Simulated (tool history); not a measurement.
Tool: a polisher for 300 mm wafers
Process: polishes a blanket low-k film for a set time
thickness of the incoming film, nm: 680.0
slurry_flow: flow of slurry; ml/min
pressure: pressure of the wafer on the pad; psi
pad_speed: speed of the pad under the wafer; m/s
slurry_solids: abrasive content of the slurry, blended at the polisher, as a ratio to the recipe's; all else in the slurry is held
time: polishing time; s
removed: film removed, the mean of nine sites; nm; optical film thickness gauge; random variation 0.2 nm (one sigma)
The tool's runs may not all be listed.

| run | hour | slurry_flow | pressure | pad_speed | slurry_solids | time | removed |
|---|---|---|---|---|---|---|---|
| 1 | 0.0 | 230 | 2.5 | 1.16 | 1.0 | 42 | 26.884 |
| 2 | 7.1 | 230 | 2.0 | 1.16 | 1.0 | 42 | 21.428 |
| 3 | 11.9 | 230 | 1.8 | 1.16 | 1.0 | 42 | 19.475 |
| 4 | 15.6 | 230 | 1.7 | 1.16 | 1.0 | 42 | 18.591 |
| 5 | 18.5 | 230 | 1.7 | 1.26 | 1.0 | 42 | 19.640 |
| 6 | 20.0 | 230 | 2.2 | 1.26 | 1.0 | 42 | 25.409 |
| 7 | 23.2 | 230 | 1.9 | 1.26 | 1.0 | 42 | 22.079 |
| 8 | 26.0 | 230 | 1.7 | 1.26 | 1.0 | 42 | 19.536 |

Run 9 comes next. What will it give?
| 9 | 34.3 | 230 | 1.6 | 1.26 | 1.0 | 42 | ? |

removed: 18.299 nm

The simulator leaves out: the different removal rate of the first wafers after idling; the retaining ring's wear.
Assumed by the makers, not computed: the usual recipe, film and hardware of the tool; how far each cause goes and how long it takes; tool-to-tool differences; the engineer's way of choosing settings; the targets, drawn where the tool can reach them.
